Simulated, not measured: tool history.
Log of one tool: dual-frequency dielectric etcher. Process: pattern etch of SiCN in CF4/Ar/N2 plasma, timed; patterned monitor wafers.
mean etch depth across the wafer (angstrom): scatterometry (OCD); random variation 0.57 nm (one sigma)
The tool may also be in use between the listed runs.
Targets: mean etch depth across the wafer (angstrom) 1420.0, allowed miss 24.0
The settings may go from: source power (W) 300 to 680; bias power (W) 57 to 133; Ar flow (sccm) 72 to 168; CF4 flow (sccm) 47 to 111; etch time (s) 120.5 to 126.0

run    day  source power (W)  bias power (W)  Ar flow (sccm)  CF4 flow (sccm)  etch time (s)  mean etch depth across the wafer (angstrom)
  1  0.000               490              95             120               79          120.5                                       1214.6
  2  0.238               490              95             103               79          120.5                                       1228.4
  3  0.367               510              95             103               79          120.5                                       1275.0
  4  0.588               510              95              95               79          120.5                                       1294.0
  5  0.629               520              95              95               79          120.5                                       1327.7
  6  0.742               530              95              95               79          120.5                                       1347.4
  7  1.046               540              95              95               79          120.5                                       1363.0
  8  1.296               550              95              95               79          120.5                                       1387.7

Which of these 4 next moves meets every target?
  A  1.546               520              95              97               82          124.0                                            ?
  B  1.546               520              80              78               75          122.5                                            ?
  C  1.546               520             105              92               72          126.0                                            ?
  D  1.546               540              93             100               76          121.5                                            ?

move  mean etch depth across the wafer (angstrom)
   A                                       1367.7
   B                                       1320.5
   C                                       1423.6
   D                                       1361.4
A: further off than the last run
B: further off than the last run
C: meets every target
D: further off than the last run
The right move is C.

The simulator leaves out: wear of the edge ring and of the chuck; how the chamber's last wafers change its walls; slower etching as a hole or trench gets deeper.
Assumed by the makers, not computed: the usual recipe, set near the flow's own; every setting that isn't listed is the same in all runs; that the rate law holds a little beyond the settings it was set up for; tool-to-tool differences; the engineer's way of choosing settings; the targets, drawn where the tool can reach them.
